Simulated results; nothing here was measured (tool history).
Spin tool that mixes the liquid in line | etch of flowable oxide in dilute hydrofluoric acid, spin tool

run	hour	temperature setpoint of the liquid (°C)	parts of water to one part of 49 % hydrofluoric acid (parts by volume)	time under the liquid (s)	thickness taken off the flowable oxide on a monitor wafer (Å)
1	0	24	75	20	134.92
2	4.7	26.5	65	20	176.36
3	13.5	26.5	55	20	212.35
4	18.2	26.5	70	20	158.52
5	21.1	28	60	20	206.1
6	21.8	28	80	20	149.01

Run 7 comes next. What will it give?
7	25.5	29.5	70	20	?

Run 7 gave thickness taken off the flowable oxide on a monitor wafer (Å) 181.47.
